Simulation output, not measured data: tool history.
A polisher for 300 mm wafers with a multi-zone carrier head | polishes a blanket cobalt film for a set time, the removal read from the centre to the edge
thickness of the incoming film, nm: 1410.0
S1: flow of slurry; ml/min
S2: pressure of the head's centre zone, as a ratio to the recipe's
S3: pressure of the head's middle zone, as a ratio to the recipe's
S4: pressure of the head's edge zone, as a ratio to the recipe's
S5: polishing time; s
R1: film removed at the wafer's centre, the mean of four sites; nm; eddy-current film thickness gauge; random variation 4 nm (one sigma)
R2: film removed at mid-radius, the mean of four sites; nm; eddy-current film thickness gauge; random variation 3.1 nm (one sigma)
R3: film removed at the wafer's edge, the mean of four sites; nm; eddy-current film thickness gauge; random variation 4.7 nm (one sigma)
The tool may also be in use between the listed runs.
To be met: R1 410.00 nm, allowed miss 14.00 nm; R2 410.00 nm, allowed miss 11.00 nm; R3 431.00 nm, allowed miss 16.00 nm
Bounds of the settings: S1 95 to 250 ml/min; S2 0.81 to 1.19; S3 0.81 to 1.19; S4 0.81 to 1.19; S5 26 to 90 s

run 1 hour=0.0 | S1=160 S2=1.00 S3=1.00 S4=1.00 S5=58 | R1=372.39 R2=334.83 R3=346.56
run 2 hour=6.1 | S1=160 S2=1.00 S3=1.00 S4=1.06 S5=58 | R1=376.61 R2=339.33 R3=356.80
run 3 hour=13.9 | S1=180 S2=1.00 S3=1.00 S4=1.06 S5=58 | R1=389.72 R2=346.06 R3=358.80
run 4 hour=15.5 | S1=180 S2=0.98 S3=1.01 S4=1.08 S5=60 | R1=389.27 R2=358.17 R3=373.97
-- hour=16.5 centre zone pressure recalibrated
run 5 hour=16.5 | S1=220 S2=0.98 S3=1.01 S4=1.08 S5=60 | R1=374.92 R2=368.05 R3=382.54
run 6 hour=21.4 | S1=220 S2=1.04 S3=1.01 S4=1.08 S5=60 | R1=390.62 R2=368.52 R3=382.59
run 7 hour=28.6 | S1=225 S2=1.03 S3=1.01 S4=1.10 S5=61 | R1=392.27 R2=370.29 R3=399.61
run 8 hour=31.4 | S1=225 S2=1.03 S3=1.03 S4=1.11 S5=62 | R1=400.52 R2=392.98 R3=400.46
run 9 hour=33.4 | S1=230 S2=1.03 S3=1.03 S4=1.12 S5=63 | R1=404.36 R2=396.58 R3=407.65
run 10 hour=41.9 | S1=235 S2=1.03 S3=1.03 S4=1.13 S5=63 | R1=408.28 R2=402.45 R3=407.75

5 next moves are on the table. One of them brings every result within its allowed miss. Which?
run A hour=50.4 | S1=245 S2=1.01 S3=1.04 S4=1.17 S5=64 | R1=? R2=? R3=?
run B hour=50.4 | S1=150 S2=1.19 S3=1.19 S4=1.15 S5=60 | R1=? R2=? R3=?
run C hour=50.4 | S1=150 S2=1.12 S3=1.17 S4=1.19 S5=60 | R1=? R2=? R3=?
run D hour=50.4 | S1=150 S2=1.13 S3=1.17 S4=1.07 S5=61 | R1=? R2=? R3=?
run E hour=50.4 | S1=225 S2=1.19 S3=1.17 S4=1.18 S5=56 | R1=? R2=? R3=?

move=A R1=407.90 R2=417.37 R3=425.18
move=B R1=414.15 R2=406.30 R3=372.43
move=C R1=389.58 R2=400.51 R3=379.23
move=D R1=399.63 R2=407.24 R3=365.12
move=E R1=416.38 R2=399.29 R3=370.03
A: meets every target
B: further off than the last run
C: further off than the last run
D: further off than the last run
E: further off than the last run
Move A is the one to make.
